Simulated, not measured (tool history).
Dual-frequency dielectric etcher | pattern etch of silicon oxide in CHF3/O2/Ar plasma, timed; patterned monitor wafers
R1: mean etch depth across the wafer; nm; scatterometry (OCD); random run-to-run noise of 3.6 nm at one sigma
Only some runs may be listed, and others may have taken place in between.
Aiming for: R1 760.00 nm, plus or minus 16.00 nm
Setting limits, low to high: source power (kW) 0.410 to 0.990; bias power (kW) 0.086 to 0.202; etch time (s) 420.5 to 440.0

run 1 hour=0.0 | source_power_(kW)=0.700 bias_power_(kW)=0.144 etch_time_(s)=420.5 | R1=834.27
run 2 hour=3.4 | source_power_(kW)=0.780 bias_power_(kW)=0.144 etch_time_(s)=420.5 | R1=877.72
run 3 hour=5.5 | source_power_(kW)=0.740 bias_power_(kW)=0.142 etch_time_(s)=420.5 | R1=853.52
run 4 hour=6.9 | source_power_(kW)=0.710 bias_power_(kW)=0.141 etch_time_(s)=420.5 | R1=841.47
run 5 hour=9.7 | source_power_(kW)=0.680 bias_power_(kW)=0.139 etch_time_(s)=420.5 | R1=824.87
run 6 hour=10.8 | source_power_(kW)=0.660 bias_power_(kW)=0.138 etch_time_(s)=420.5 | R1=804.32
run 7 hour=15.7 | source_power_(kW)=0.650 bias_power_(kW)=0.137 etch_time_(s)=420.5 | R1=798.20
run 8 hour=19.6 | source_power_(kW)=0.640 bias_power_(kW)=0.136 etch_time_(s)=420.5 | R1=788.93
run 9 hour=22.8 | source_power_(kW)=0.630 bias_power_(kW)=0.136 etch_time_(s)=420.5 | R1=782.06
run 10 hour=31.7 | source_power_(kW)=0.620 bias_power_(kW)=0.136 etch_time_(s)=420.5 | R1=783.11
-- hour=38.9 bias power generator calibrated
run 11 hour=38.9 | source_power_(kW)=0.610 bias_power_(kW)=0.136 etch_time_(s)=420.5 | R1=776.45
run 12 hour=46.1 | source_power_(kW)=0.600 bias_power_(kW)=0.136 etch_time_(s)=420.5 | R1=782.73
run 13 hour=47.9 | source_power_(kW)=0.540 bias_power_(kW)=0.133 etch_time_(s)=420.5 | R1=738.63

Of the 5 settings listed for the next run, only one would bring every result within its allowed miss of target. Which one?
run A hour=49.7 | source_power_(kW)=0.470 bias_power_(kW)=0.152 etch_time_(s)=420.5 | R1=?
run B hour=49.7 | source_power_(kW)=0.640 bias_power_(kW)=0.130 etch_time_(s)=428.5 | R1=?
run C hour=49.7 | source_power_(kW)=0.470 bias_power_(kW)=0.130 etch_time_(s)=430.5 | R1=?
run D hour=49.7 | source_power_(kW)=0.520 bias_power_(kW)=0.124 etch_time_(s)=433.0 | R1=?
run E hour=49.7 | source_power_(kW)=0.550 bias_power_(kW)=0.130 etch_time_(s)=436.5 | R1=?

move=A R1=723.78
move=B R1=797.86
move=C R1=695.43
move=D R1=719.56
move=E R1=758.64
A: lands further from the targets than the last run did
B: carries the result that was furthest off beyond its target, to the other side
C: lands further from the targets than the last run did
D: lands further from the targets than the last run did
E: in spec on every target
Answer: E
